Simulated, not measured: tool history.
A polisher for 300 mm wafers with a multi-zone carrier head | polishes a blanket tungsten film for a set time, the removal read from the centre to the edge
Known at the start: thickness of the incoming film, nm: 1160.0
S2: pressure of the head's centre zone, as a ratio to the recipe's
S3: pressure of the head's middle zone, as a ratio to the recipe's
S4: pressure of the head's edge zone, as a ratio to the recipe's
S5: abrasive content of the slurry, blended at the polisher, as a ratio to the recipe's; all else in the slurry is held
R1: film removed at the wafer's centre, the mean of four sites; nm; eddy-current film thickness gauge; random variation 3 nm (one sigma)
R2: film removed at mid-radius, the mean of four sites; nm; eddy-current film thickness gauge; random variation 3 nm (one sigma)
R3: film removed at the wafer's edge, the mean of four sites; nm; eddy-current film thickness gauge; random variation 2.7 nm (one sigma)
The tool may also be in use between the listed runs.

{"run": 1, "hour": 0.0, "flow of slurry (ml/min)": 220, "S2": 1, "S3": 1, "S4": 1, "S5": 1, "polishing time (s)": 66, "R1": 388.01, "R2": 382.93, "R3": 379.98}
{"run": 2, "hour": 6.7, "flow of slurry (ml/min)": 220, "S2": 1, "S3": 1, "S4": 1.05, "S5": 1, "polishing time (s)": 66, "R1": 386.4, "R2": 379.21, "R3": 398.82}
{"run": 3, "hour": 11.3, "flow of slurry (ml/min)": 220, "S2": 1, "S3": 0.99, "S4": 1.03, "S5": 0.95, "polishing time (s)": 64, "R1": 375.53, "R2": 366.49, "R3": 362.16}
{"run": 4, "hour": 17.0, "flow of slurry (ml/min)": 215, "S2": 0.99, "S3": 0.97, "S4": 1.04, "S5": 0.9, "polishing time (s)": 62, "R1": 351.99, "R2": 333.22, "R3": 360.85}
{"run": 5, "hour": 20.9, "flow of slurry (ml/min)": 215, "S2": 0.93, "S3": 0.97, "S4": 1.04, "S5": 0.9, "polishing time (s)": 62, "R1": 326.72, "R2": 346.23, "R3": 358.29}
{"run": 6, "hour": 29.4, "flow of slurry (ml/min)": 215, "S2": 0.93, "S3": 0.97, "S4": 1.04, "S5": 0.75, "polishing time (s)": 62, "R1": 309.8, "R2": 321.07, "R3": 333.1}
{"run": 7, "hour": 38.2, "flow of slurry (ml/min)": 215, "S2": 0.93, "S3": 0.97, "S4": 1.02, "S5": 0.7, "polishing time (s)": 60, "R1": 294.55, "R2": 310.21, "R3": 325.96}
{"run": 8, "hour": 44.4, "flow of slurry (ml/min)": 220, "S2": 0.95, "S3": 0.98, "S4": 1.01, "S5": 0.7, "polishing time (s)": 57, "R1": 287.16, "R2": 295.13, "R3": 297.54}
{"run": 9, "hour": 50.0, "flow of slurry (ml/min)": 220, "S2": 0.96, "S3": 0.98, "S4": 1, "S5": 0.7, "polishing time (s)": 56, "R1": 286.47, "R2": 291.18, "R3": 298.86}
{"run": 10, "hour": 58.8, "flow of slurry (ml/min)": 225, "S2": 0.97, "S3": 0.98, "S4": 0.99, "S5": 0.7, "polishing time (s)": 54, "R1": 279.57, "R2": 277.98, "R3": 296.38}
{"run": 11, "hour": 59.4, "flow of slurry (ml/min)": 225, "S2": 0.97, "S3": 0.98, "S4": 0.99, "S5": 0.7, "polishing time (s)": 54, "R1": 284.51, "R2": 285.06, "R3": 279.98}
{"run": 12, "hour": 67.1, "flow of slurry (ml/min)": 225, "S2": 0.97, "S3": 0.97, "S4": 0.98, "S5": 0.7, "polishing time (s)": 53, "R1": 271.53, "R2": 273.13, "R3": 273.96}
{"run": 13, "hour": 68.1, "flow of slurry (ml/min)": 225, "S2": 0.97, "S3": 0.96, "S4": 0.96, "S5": 0.7, "polishing time (s)": 53, "R1": 279.65, "R2": 271.82, "R3": 278.46}
{"run": 14, "hour": 69.4, "flow of slurry (ml/min)": 225, "S2": 1.05, "S3": 1.02, "S4": 0.89, "S5": 0.5, "polishing time (s)": 35, "R1": 180.87, "R2": 171.16, "R3": 163.32}

Forecast run 15:
{"run": 15, "hour": 75.5, "flow of slurry (ml/min)": 265, "S2": 1.13, "S3": 1.1, "S4": 0.99, "S5": 0.75, "polishing time (s)": 36, "R1": "?", "R2": "?", "R3": "?"}

{"run 15": {"R1": 226.85, "R2": 206.73, "R3": 198.47}}
